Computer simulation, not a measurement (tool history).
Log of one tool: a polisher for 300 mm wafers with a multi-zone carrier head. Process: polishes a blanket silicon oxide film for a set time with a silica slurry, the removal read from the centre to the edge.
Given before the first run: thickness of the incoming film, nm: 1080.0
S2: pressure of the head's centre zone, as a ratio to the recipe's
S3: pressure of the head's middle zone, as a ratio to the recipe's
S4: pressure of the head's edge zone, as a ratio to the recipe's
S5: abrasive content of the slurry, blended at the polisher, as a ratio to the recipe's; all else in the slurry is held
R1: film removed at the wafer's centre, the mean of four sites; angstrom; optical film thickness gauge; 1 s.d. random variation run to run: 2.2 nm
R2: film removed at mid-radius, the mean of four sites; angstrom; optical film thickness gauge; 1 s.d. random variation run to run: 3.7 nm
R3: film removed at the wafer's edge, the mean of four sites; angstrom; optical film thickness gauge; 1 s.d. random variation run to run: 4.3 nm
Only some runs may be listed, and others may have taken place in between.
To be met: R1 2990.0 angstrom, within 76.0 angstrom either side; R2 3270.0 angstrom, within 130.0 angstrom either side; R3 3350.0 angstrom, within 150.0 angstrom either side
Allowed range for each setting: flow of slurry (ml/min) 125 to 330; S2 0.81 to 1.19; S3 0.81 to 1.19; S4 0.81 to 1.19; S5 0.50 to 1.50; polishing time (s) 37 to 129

run 1 hour=0.0 | flow_of_slurry_(ml/min)=210 S2=1.00 S3=1.00 S4=1.00 S5=1.00 polishing_time_(s)=83 | R1=2708.1 R2=2669.9 R3=2650.4
run 2 hour=8.0 | flow_of_slurry_(ml/min)=215 S2=0.99 S3=1.01 S4=1.02 S5=1.05 polishing_time_(s)=83 | R1=2717.7 R2=2754.9 R3=2668.9
run 3 hour=16.7 | flow_of_slurry_(ml/min)=215 S2=0.99 S3=1.01 S4=1.02 S5=1.20 polishing_time_(s)=83 | R1=2939.2 R2=2929.3 R3=2801.7
run 4 hour=24.6 | flow_of_slurry_(ml/min)=215 S2=1.04 S3=1.01 S4=1.02 S5=1.20 polishing_time_(s)=83 | R1=3020.0 R2=2921.8 R3=2770.0
run 5 hour=31.7 | flow_of_slurry_(ml/min)=215 S2=1.02 S3=1.01 S4=1.04 S5=1.25 polishing_time_(s)=83 | R1=3014.1 R2=2988.9 R3=2908.4
run 6 hour=37.2 | flow_of_slurry_(ml/min)=175 S2=1.02 S3=1.01 S4=1.04 S5=1.25 polishing_time_(s)=83 | R1=2883.4 R2=2821.2 R3=2894.5
run 7 hour=37.9 | flow_of_slurry_(ml/min)=175 S2=1.01 S3=1.02 S4=1.06 S5=1.25 polishing_time_(s)=83 | R1=2879.3 R2=2904.4 R3=2920.0
run 8 hour=46.2 | flow_of_slurry_(ml/min)=175 S2=1.00 S3=1.02 S4=1.07 S5=1.25 polishing_time_(s)=83 | R1=2867.1 R2=2931.9 R3=2889.5
run 9 hour=48.3 | flow_of_slurry_(ml/min)=170 S2=0.99 S3=1.02 S4=1.08 S5=1.30 polishing_time_(s)=83 | R1=2849.3 R2=3016.0 R3=2959.5
run 10 hour=50.1 | flow_of_slurry_(ml/min)=165 S2=0.99 S3=1.02 S4=1.09 S5=1.35 polishing_time_(s)=83 | R1=2917.3 R2=2983.4 R3=3070.3
run 11 hour=57.8 | flow_of_slurry_(ml/min)=165 S2=0.99 S3=1.02 S4=1.09 S5=1.35 polishing_time_(s)=83 | R1=2895.0 R2=2952.3 R3=2941.2

4 next moves are on the table. One of them brings every result within its allowed miss. Which?
run A hour=65.5 | flow_of_slurry_(ml/min)=195 S2=0.89 S3=1.02 S4=1.14 S5=1.35 polishing_time_(s)=88 | R1=? R2=? R3=?
run B hour=65.5 | flow_of_slurry_(ml/min)=125 S2=0.93 S3=0.91 S4=1.11 S5=1.35 polishing_time_(s)=96 | R1=? R2=? R3=?
run C hour=65.5 | flow_of_slurry_(ml/min)=125 S2=0.87 S3=0.88 S4=1.19 S5=1.00 polishing_time_(s)=114 | R1=? R2=? R3=?
run D hour=65.5 | flow_of_slurry_(ml/min)=125 S2=0.86 S3=1.07 S4=1.18 S5=1.25 polishing_time_(s)=96 | R1=? R2=? R3=?

move=A R1=3022.6 R2=3221.3 R3=3295.7
move=B R1=3021.3 R2=2897.7 R3=3313.5
move=C R1=3032.4 R2=2930.7 R3=3573.0
move=D R1=2812.8 R2=3218.7 R3=3306.6
A: each result inside its tolerance
B: corrects the largest miss of the last run, while another result sits out of spec
C: the result that was furthest off in the last run now lies on the other side of its target
D: corrects the largest miss of the last run, while another result sits out of spec
Correct choice: A, which meets every target

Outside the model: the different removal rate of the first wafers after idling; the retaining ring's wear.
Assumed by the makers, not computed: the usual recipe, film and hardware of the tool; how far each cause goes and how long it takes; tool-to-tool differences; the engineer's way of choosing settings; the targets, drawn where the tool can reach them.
